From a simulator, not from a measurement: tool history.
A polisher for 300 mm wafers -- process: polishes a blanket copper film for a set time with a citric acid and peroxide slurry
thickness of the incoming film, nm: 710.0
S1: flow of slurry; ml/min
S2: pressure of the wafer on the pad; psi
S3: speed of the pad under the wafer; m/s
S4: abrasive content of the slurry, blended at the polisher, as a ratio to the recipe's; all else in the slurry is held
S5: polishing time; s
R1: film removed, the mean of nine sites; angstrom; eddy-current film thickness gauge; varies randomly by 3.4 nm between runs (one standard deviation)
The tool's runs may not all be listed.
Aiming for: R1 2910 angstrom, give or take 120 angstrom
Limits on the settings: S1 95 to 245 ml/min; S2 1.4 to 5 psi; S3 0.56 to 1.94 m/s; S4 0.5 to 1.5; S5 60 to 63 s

| run | day | S1 | S2 | S3 | S4 | S5 | R1 |
|---|---|---|---|---|---|---|---|
| 1 | 0 | 155 | 3.2 | 1.24 | 1 | 60 | 1529.1 |
| 2 | 0.246 | 155 | 3.2 | 1.24 | 0.85 | 60 | 1485.1 |
| 3 | 0.312 | 160 | 3.7 | 1.28 | 0.85 | 60 | 1780.9 |
| 4 | 0.462 | 165 | 4.1 | 1.32 | 0.85 | 60 | 2029.1 |
| 5 | 0.679 | 165 | 3.6 | 1.32 | 0.85 | 60 | 1744.2 |
| 6 | 0.883 | 165 | 3.6 | 1.6 | 0.85 | 60 | 2071.9 |
| 7 | 1.021 | 165 | 3.9 | 1.62 | 0.85 | 60 | 2292.3 |
| 8 | 1.104 | 165 | 4.1 | 1.62 | 0.85 | 60 | 2461.4 |
| 9 | 1.162 | 175 | 4.6 | 1.64 | 0.85 | 60 | 2778.4 |

5 candidate next runs follow, results not yet known. Just one meets every target within its allowed miss. Identify it.
| A | 1.221 | 145 | 4.7 | 1.78 | 0.8 | 60 | ? |
| B | 1.221 | 155 | 4.7 | 1.78 | 0.95 | 62 | ? |
| C | 1.221 | 160 | 5 | 1.6 | 1.2 | 60 | ? |
| D | 1.221 | 195 | 4.8 | 1.4 | 0.8 | 63 | ? |
| E | 1.221 | 200 | 5 | 1.7 | 0.75 | 63 | ? |

| move | R1 |
|---|---|
| A | 3019 |
| B | 3286.9 |
| C | 3252 |
| D | 2666.8 |
| E | 3292.3 |
A: all results in spec
B: moves the result that the last run missed by most past its target, out the other side
C: moves the result that the last run missed by most past its target, out the other side
D: misses by more than the last run did
E: moves the result that the last run missed by most past its target, out the other side
The right move is A.
